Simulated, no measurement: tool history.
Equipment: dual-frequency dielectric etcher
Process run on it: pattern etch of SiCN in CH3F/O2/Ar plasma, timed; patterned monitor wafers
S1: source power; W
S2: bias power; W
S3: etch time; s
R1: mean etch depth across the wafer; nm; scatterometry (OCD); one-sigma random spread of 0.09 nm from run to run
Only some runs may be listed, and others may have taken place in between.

run,hour,S1,S2,S3,R1
1,0,350,105,101.5,39.576
2,3.1,350,105,101.5,39.591
3,11.7,330,104,101.5,38.398
4,13.1,330,104,106,40.163
5,17,330,85,106,37.049
6,24.2,370,85,106,39.141
7,33.1,350,84,106,37.956

Predict the results of run 8:
8,40.1,280,81,106,?

{"run 8": {"R1": 33.372}}
